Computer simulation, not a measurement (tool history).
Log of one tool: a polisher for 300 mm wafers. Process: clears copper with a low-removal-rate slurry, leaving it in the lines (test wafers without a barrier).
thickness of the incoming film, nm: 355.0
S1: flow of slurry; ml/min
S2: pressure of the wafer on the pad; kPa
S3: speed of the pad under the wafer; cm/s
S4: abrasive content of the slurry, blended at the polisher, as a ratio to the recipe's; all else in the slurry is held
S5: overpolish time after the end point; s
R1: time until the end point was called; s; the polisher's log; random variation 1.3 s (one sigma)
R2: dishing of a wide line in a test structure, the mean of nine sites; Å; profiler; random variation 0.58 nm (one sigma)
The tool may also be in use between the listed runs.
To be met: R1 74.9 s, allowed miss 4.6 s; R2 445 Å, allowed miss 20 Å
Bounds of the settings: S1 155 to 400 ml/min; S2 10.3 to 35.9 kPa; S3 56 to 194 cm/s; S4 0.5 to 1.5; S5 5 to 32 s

run,hour,S1,S2,S3,S4,S5,R1,R2
1,0,255,22.8,124,1,16,99.809,421.45
2,4,255,24.1,124,1,15,96.258,402.94
3,7.2,255,25.5,124,1,15,91.232,424.12
4,8.2,255,25.5,124,1,11,93.132,323.42
5,9.4,255,25.5,124,1,15,91.253,423.13
6,12.1,255,25.5,124,1.2,15,87.572,439.98
7,15.7,255,26.2,124,1.2,15,86.699,442.35
8,17.8,255,26.9,124,1.2,15,83.723,461.22
9,20.3,260,29.6,126,1.2,12,76.455,419.05

Which of these 4 next moves meets every target?
A,22.8,265,30.3,122,1.3,13,?,?
B,22.8,270,32.4,118,1.15,10,?,?
C,22.8,240,29.6,124,1.15,12,?,?
D,22.8,155,24.8,138,1.3,12,?,?

move,R1,R2
A,74.898,451.86
B,74.725,357.37
C,77.97,405.1
D,83.392,378.93
A: meets every target
B: further off than the last run
C: further off than the last run
D: further off than the last run
The right move is A.

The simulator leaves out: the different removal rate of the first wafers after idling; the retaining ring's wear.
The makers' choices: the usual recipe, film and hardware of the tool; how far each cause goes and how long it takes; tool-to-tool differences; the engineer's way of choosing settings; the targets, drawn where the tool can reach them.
